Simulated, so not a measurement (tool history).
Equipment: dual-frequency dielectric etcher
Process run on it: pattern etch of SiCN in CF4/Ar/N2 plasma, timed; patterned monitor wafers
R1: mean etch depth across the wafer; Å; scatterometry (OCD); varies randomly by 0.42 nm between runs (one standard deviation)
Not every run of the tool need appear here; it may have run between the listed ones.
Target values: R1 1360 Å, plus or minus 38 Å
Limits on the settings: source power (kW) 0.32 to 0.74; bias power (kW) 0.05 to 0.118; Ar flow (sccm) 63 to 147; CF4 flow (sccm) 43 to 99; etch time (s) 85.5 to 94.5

run 1 hour=0 | source_power_(kW)=0.53 bias_power_(kW)=0.084 Ar_flow_(sccm)=105 CF4_flow_(sccm)=71 etch_time_(s)=94.5 | R1=1059.3
run 2 hour=3.6 | source_power_(kW)=0.49 bias_power_(kW)=0.084 Ar_flow_(sccm)=105 CF4_flow_(sccm)=71 etch_time_(s)=94.5 | R1=997.71
run 3 hour=8.7 | source_power_(kW)=0.49 bias_power_(kW)=0.094 Ar_flow_(sccm)=105 CF4_flow_(sccm)=71 etch_time_(s)=94.5 | R1=1058.4
run 4 hour=12 | source_power_(kW)=0.51 bias_power_(kW)=0.095 Ar_flow_(sccm)=105 CF4_flow_(sccm)=71 etch_time_(s)=94.5 | R1=1093.8
run 5 hour=14.1 | source_power_(kW)=0.51 bias_power_(kW)=0.108 Ar_flow_(sccm)=105 CF4_flow_(sccm)=71 etch_time_(s)=94.5 | R1=1170
run 6 hour=18.6 | source_power_(kW)=0.52 bias_power_(kW)=0.108 Ar_flow_(sccm)=105 CF4_flow_(sccm)=71 etch_time_(s)=94.5 | R1=1191.7
run 7 hour=26.3 | source_power_(kW)=0.53 bias_power_(kW)=0.108 Ar_flow_(sccm)=105 CF4_flow_(sccm)=71 etch_time_(s)=94.5 | R1=1209
run 8 hour=28.5 | source_power_(kW)=0.54 bias_power_(kW)=0.108 Ar_flow_(sccm)=105 CF4_flow_(sccm)=71 etch_time_(s)=94.5 | R1=1228.4
run 9 hour=30.5 | source_power_(kW)=0.55 bias_power_(kW)=0.108 Ar_flow_(sccm)=105 CF4_flow_(sccm)=71 etch_time_(s)=94.5 | R1=1244.1
run 10 hour=34.2 | source_power_(kW)=0.56 bias_power_(kW)=0.108 Ar_flow_(sccm)=105 CF4_flow_(sccm)=71 etch_time_(s)=94.5 | R1=1261.7

5 candidate next runs follow, results not yet known. Just one meets every target within its allowed miss. Identify it.
run A hour=37.9 | source_power_(kW)=0.6 bias_power_(kW)=0.103 Ar_flow_(sccm)=107 CF4_flow_(sccm)=75 etch_time_(s)=93.5 | R1=?
run B hour=37.9 | source_power_(kW)=0.57 bias_power_(kW)=0.109 Ar_flow_(sccm)=101 CF4_flow_(sccm)=72 etch_time_(s)=91 | R1=?
run C hour=37.9 | source_power_(kW)=0.57 bias_power_(kW)=0.108 Ar_flow_(sccm)=89 CF4_flow_(sccm)=63 etch_time_(s)=94.5 | R1=?
run D hour=37.9 | source_power_(kW)=0.53 bias_power_(kW)=0.117 Ar_flow_(sccm)=88 CF4_flow_(sccm)=66 etch_time_(s)=92.5 | R1=?
run E hour=37.9 | source_power_(kW)=0.62 bias_power_(kW)=0.116 Ar_flow_(sccm)=115 CF4_flow_(sccm)=67 etch_time_(s)=91.5 | R1=?

move=A R1=1296.2
move=B R1=1248.7
move=C R1=1283.6
move=D R1=1247.1
move=E R1=1351.6
A: an improvement on the last run, though not all results are within tolerance
B: its largest miss is bigger than the last run's
C: an improvement on the last run, though not all results are within tolerance
D: its largest miss is bigger than the last run's
E: every result lands within tolerance
So the answer is move E, the one that meets all the targets.

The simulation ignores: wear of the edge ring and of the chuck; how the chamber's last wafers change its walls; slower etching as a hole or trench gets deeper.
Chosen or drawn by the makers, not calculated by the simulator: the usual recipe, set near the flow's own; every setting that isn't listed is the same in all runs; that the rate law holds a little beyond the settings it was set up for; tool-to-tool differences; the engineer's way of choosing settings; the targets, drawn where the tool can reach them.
